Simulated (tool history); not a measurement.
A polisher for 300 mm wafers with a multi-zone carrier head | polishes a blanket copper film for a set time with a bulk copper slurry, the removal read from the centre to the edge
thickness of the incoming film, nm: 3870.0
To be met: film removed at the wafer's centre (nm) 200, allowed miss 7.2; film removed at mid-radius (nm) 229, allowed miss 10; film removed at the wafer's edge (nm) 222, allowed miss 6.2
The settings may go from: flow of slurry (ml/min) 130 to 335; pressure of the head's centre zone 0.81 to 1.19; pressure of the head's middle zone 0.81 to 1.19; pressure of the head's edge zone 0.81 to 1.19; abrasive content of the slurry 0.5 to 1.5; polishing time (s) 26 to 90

run    day  flow of slurry (ml/min)  pressure of the head's centre zone  pressure of the head's middle zone  pressure of the head's edge zone  abrasive content of the slurry  polishing time (s)  film removed at the wafer's centre (nm)  film removed at mid-radius (nm)  film removed at the wafer's edge (nm)
  1      0                      215                                   1                                   1                                 1                               1                  58                                   429.79                           438.65                                    426
  2  0.179                      215                                   1                                   1                                 1                               1                  71                                   524.37                           527.62                                 527.15
  3  0.342                      215                                0.93                                   1                                 1                               1                  71                                   503.02                           540.56                                 522.37
  4  0.583                      215                                0.85                                   1                                 1                               1                  71                                   470.87                           529.02                                 518.22
  5  0.671                      205                                0.84                                0.99                              0.99                             0.9                  63                                   397.28                           451.63                                 445.21
  6    0.9                      205                                0.84                                0.99                              0.94                             0.9                  63                                   398.65                           458.59                                 441.61
  7  1.167                      170                                0.83                                0.95                              0.88                            0.65                  47                                   264.53                           297.99                                 288.78
  8  1.196                      165                                0.83                                0.95                              0.88                             0.6                  45                                   251.49                           277.23                                 268.36
  9   1.35                      160                                0.83                                0.96                              0.89                             0.6                  43                                   233.85                           267.65                                 258.27
 10  1.596                      155                                0.83                                0.96                              0.89                             0.6                  42                                   231.84                           257.05                                  252.8
 11  1.908                      150                                0.83                                0.97                              0.89                             0.6                  41                                   224.72                           251.22                                 243.27
 12  2.025                      145                                0.83                                0.97                              0.89                             0.6                  41                                   222.34                           254.77                                  249.5
 13  2.358                      145                                0.83                                0.97                              0.88                             0.6                  40                                   214.84                           244.32                                 236.18
 14  2.379                      140                                0.83                                0.97                              0.88                             0.6                  40                                   213.86                           248.73                                 235.71

5 next moves are on the table. One of them brings every result within its allowed miss. Which?
  A  2.4                      130                                0.81                                1.03                              0.95                            0.65                  35                                        ?                                ?                                      ?
  B  2.4                      130                                0.96                                1.12                              0.81                            0.65                  41                                        ?                                ?                                      ?
  C  2.4                      130                                0.91                                0.99                              0.81                            0.85                  36                                        ?                                ?                                      ?
  D  2.4                      130                                0.81                                0.92                              0.81                            0.65                  38                                        ?                                ?                                      ?
  E  2.4                      130                                0.92                                1.13                              0.81                             0.5                  41                                        ?                                ?                                      ?

move  film removed at the wafer's centre (nm)  film removed at mid-radius (nm)  film removed at the wafer's edge (nm)
   A                                   186.64                           225.55                                 214.65
   B                                   246.29                           281.72                                 235.76
   C                                   222.52                           240.75                                 221.78
   D                                    202.5                           224.96                                 219.04
   E                                   223.34                           265.17                                 220.33
A: takes the result that was furthest off past its target
B: further off than the last run
C: brings the result that was furthest off to its target, and leaves another outside
D: meets every target
E: brings the result that was furthest off to its target, and leaves another outside
Move D is the one to make.
